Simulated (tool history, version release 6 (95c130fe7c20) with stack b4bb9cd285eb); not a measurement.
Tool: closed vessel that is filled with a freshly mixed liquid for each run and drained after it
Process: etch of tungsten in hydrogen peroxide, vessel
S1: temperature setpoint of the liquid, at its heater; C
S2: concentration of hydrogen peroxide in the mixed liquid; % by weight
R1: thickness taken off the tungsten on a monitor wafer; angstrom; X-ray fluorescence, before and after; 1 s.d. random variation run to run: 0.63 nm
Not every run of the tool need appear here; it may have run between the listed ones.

{"run": 1, "hour": 0.0, "S1": 46.0, "S2": 15.5, "time in the liquid (s)": 30, "R1": 397.37}
{"run": 2, "hour": 1.8, "S1": 40.0, "S2": 15.5, "time in the liquid (s)": 30, "R1": 270.9}
{"run": 3, "hour": 6.9, "S1": 44.5, "S2": 15.5, "time in the liquid (s)": 30, "R1": 361.47}
{"run": 4, "hour": 15.9, "S1": 44.5, "S2": 13.5, "time in the liquid (s)": 30, "R1": 341.97}
{"run": 5, "hour": 17.1, "S1": 44.5, "S2": 13.5, "time in the liquid (s)": 30, "R1": 339.81}
{"run": 6, "hour": 21.6, "S1": 44.5, "S2": 12.0, "time in the liquid (s)": 30, "R1": 315.41}
{"run": 7, "hour": 28.2, "S1": 48.5, "S2": 12.0, "time in the liquid (s)": 30, "R1": 409.59}
{"run": 8, "hour": 31.0, "S1": 51.0, "S2": 12.0, "time in the liquid (s)": 30, "R1": 478.35}
{"run": 9, "hour": 35.5, "S1": 51.0, "S2": 12.0, "time in the liquid (s)": 30, "R1": 470.21}
{"run": 10, "hour": 40.5, "S1": 53.5, "S2": 12.0, "time in the liquid (s)": 30, "R1": 552.32}
{"run": 11, "hour": 47.2, "S1": 55.0, "S2": 12.0, "time in the liquid (s)": 30, "R1": 609.7}
{"run": 12, "hour": 50.2, "S1": 56.0, "S2": 12.0, "time in the liquid (s)": 30, "R1": 644.2}
{"run": 13, "hour": 53.4, "S1": 57.0, "S2": 12.0, "time in the liquid (s)": 30, "R1": 686.52}
{"run": 14, "hour": 57.7, "S1": 57.5, "S2": 12.0, "time in the liquid (s)": 30, "R1": 696.44}
{"run": 15, "hour": 62.2, "S1": 58.0, "S2": 12.0, "time in the liquid (s)": 30, "R1": 727.92}
{"run": 16, "hour": 68.3, "S1": 58.0, "S2": 12.0, "time in the liquid (s)": 30, "R1": 716.56}

Run 17, settings as shown, results not yet in. Your forecast:
{"run": 17, "hour": 76.6, "S1": 58.5, "S2": 12.0, "time in the liquid (s)": 30, "R1": "?"}

Run 17 measured R1 745.21 angstrom.

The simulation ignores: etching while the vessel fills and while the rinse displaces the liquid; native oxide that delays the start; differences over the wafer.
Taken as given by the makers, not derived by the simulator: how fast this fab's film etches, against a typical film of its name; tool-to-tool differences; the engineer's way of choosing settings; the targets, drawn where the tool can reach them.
